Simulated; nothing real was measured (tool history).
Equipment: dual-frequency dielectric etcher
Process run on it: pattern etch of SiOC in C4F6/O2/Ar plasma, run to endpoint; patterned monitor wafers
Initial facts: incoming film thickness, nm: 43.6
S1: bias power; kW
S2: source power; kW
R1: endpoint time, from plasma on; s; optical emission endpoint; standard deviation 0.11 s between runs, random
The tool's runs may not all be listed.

Run 1, hour 0: S1 0.414 kW, S2 0.25 kW. Result: R1 17.014 s.
Run 2, hour 6.3: S1 0.423 kW, S2 0.25 kW. Result: R1 16.917 s.
Run 3, hour 10.8: S1 0.432 kW, S2 0.25 kW. Result: R1 17.014 s.
Run 4, hour 17.8: S1 0.361 kW, S2 0.25 kW. Result: R1 18.228 s.
Run 5, hour 21.6: S1 0.361 kW, S2 0.23 kW. Result: R1 18.761 s.
At hour 30: wet clean of the chamber.
Run 6, hour 30: S1 0.361 kW, S2 0.26 kW. Result: R1 19.243 s.
Run 7, hour 36.2: S1 0.377 kW, S2 0.26 kW. Result: R1 18.77 s.
Run 8, hour 37.1: S1 0.46 kW, S2 0.28 kW. Result: R1 16.896 s.
Run 9, hour 40.5: S1 0.467 kW, S2 0.28 kW. Result: R1 16.644 s.
Run 10, hour 43.1: S1 0.472 kW, S2 0.28 kW. Result: R1 16.399 s.
Run 11, hour 48.7: S1 0.475 kW, S2 0.28 kW. Result: R1 16.504 s.
Run 12, hour 55: S1 0.479 kW, S2 0.28 kW. Result: R1 16.19 s.

Run 13 has not been measured yet. What should we expect?
Run 13, hour 57.9: S1 0.479 kW, S2 0.28 kW. Result: R1 ?.

Run 13 gave R1 16.643 s.
